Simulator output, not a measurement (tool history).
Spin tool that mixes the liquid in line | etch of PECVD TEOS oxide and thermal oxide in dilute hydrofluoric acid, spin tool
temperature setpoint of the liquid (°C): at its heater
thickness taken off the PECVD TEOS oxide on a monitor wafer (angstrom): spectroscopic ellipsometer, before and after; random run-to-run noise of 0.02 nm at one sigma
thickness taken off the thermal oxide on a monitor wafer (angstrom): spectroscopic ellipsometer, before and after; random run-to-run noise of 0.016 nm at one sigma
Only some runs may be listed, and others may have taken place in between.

run    day  temperature setpoint of the liquid (°C)  parts of water to one part of 49 % hydrofluoric acid (parts by volume)  time under the liquid (s)  thickness taken off the PECVD TEOS oxide on a monitor wafer (angstrom)  thickness taken off the thermal oxide on a monitor wafer (angstrom)
  1      0                                       24                                                                     215                         60                                                                  51.513                                                               11.203
  2  0.054                                       24                                                                     215                         40                                                                  33.986                                                               8.2061
  3    0.1                                       24                                                                     215                         60                                                                   50.55                                                               12.281
  4  0.262                                       23                                                                     220                         60                                                                   47.56                                                               11.152
  5  0.412                                       23                                                                     145                         60                                                                  79.702                                                                17.24
  6  0.446                                       22                                                                     160                         60                                                                   67.68                                                               14.986

Run 7, settings as shown, results not yet in. Your forecast:
  7  0.554                                       21                                                                     175                         60                                                                       ?                                                                    ?

For run 7 the tool returned thickness taken off the PECVD TEOS oxide on a monitor wafer (angstrom) 58.618, thickness taken off the thermal oxide on a monitor wafer (angstrom) 13.197.
